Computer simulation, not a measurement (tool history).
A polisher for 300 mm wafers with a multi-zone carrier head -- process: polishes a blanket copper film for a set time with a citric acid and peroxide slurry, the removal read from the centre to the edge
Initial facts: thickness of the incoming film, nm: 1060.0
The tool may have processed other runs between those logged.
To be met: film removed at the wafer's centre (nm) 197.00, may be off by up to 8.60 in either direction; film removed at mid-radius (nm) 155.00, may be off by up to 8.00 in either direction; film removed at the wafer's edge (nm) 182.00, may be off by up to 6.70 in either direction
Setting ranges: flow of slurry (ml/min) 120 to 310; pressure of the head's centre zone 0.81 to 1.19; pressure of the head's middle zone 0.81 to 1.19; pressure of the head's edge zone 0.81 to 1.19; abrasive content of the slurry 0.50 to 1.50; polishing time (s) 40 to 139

| run | day | flow of slurry (ml/min) | pressure of the head's centre zone | pressure of the head's middle zone | pressure of the head's edge zone | abrasive content of the slurry | polishing time (s) | film removed at the wafer's centre (nm) | film removed at mid-radius (nm) | film removed at the wafer's edge (nm) |
|---|---|---|---|---|---|---|---|---|---|---|
| 1 | 0.000 | 200 | 1.00 | 1.00 | 1.00 | 1.00 | 89 | 296.16 | 303.97 | 304.55 |
| 2 | 0.125 | 200 | 1.00 | 1.00 | 1.00 | 1.10 | 89 | 307.07 | 317.38 | 301.83 |
| 3 | 0.429 | 200 | 1.00 | 1.05 | 1.00 | 1.10 | 89 | 304.72 | 323.15 | 307.32 |
| 4 | 0.608 | 200 | 1.00 | 1.05 | 0.95 | 1.10 | 89 | 304.01 | 320.21 | 299.14 |
| 5 | 0.883 | 195 | 1.03 | 1.00 | 0.94 | 0.95 | 81 | 278.12 | 273.05 | 262.34 |
| 6 | 1.121 | 195 | 1.03 | 1.00 | 0.94 | 0.95 | 93 | 311.55 | 315.83 | 301.78 |
| 7 | 1.421 | 195 | 1.04 | 0.96 | 0.96 | 0.85 | 84 | 277.74 | 266.80 | 261.32 |
| 8 | 1.733 | 190 | 1.05 | 0.93 | 1.01 | 0.80 | 78 | 259.86 | 239.31 | 249.94 |
| 9 | 1.804 | 160 | 1.10 | 0.83 | 0.98 | 0.55 | 53 | 164.74 | 132.06 | 153.74 |
|  | 2.038 | slurry nozzle cleaned |
| 10 | 2.038 | 180 | 1.11 | 0.84 | 1.01 | 0.55 | 53 | 173.29 | 140.91 | 157.07 |
| 11 | 2.375 | 180 | 1.11 | 0.83 | 1.03 | 0.60 | 53 | 178.48 | 142.49 | 165.02 |
| 12 | 2.596 | 185 | 1.11 | 0.83 | 1.05 | 0.60 | 53 | 177.55 | 146.74 | 165.96 |
| 13 | 2.788 | 155 | 1.17 | 0.81 | 1.13 | 0.85 | 56 | 209.29 | 158.72 | 188.46 |
| 14 | 2.958 | 150 | 1.16 | 0.81 | 1.12 | 0.85 | 56 | 209.84 | 154.18 | 186.52 |
| 15 | 3.221 | 150 | 1.16 | 0.81 | 1.12 | 0.85 | 56 | 209.07 | 156.00 | 189.95 |
| 16 | 3.271 | 150 | 1.15 | 0.82 | 1.11 | 0.85 | 56 | 203.89 | 156.07 | 188.57 |

Exercise: of the 5 proposed moves below, exactly one satisfies all targets within the stated allowed misses. Which move is it?
| A | 3.321 | 135 | 1.14 | 0.84 | 1.07 | 0.90 | 54 | ? | ? | ? |
| B | 3.321 | 125 | 1.10 | 0.93 | 1.07 | 0.90 | 57 | ? | ? | ? |
| C | 3.321 | 205 | 1.19 | 0.83 | 1.01 | 0.70 | 56 | ? | ? | ? |
| D | 3.321 | 190 | 1.19 | 0.84 | 1.03 | 0.75 | 56 | ? | ? | ? |
| E | 3.321 | 205 | 1.07 | 0.96 | 1.13 | 0.80 | 52 | ? | ? | ? |

| move | film removed at the wafer's centre (nm) | film removed at mid-radius (nm) | film removed at the wafer's edge (nm) |
|---|---|---|---|
| A | 197.07 | 154.16 | 179.50 |
| B | 197.75 | 173.30 | 187.46 |
| C | 216.53 | 159.57 | 180.24 |
| D | 217.38 | 161.79 | 182.98 |
| E | 186.11 | 170.20 | 179.89 |
A: meets every target
B: the worst result of the last run now meets its target, but another is out of spec
C: the worst result of the last run now meets its target, but another is out of spec
D: the worst result of the last run now meets its target, but another is out of spec
E: the worst result of the last run now meets its target, but another is out of spec
The move that meets every target is A.
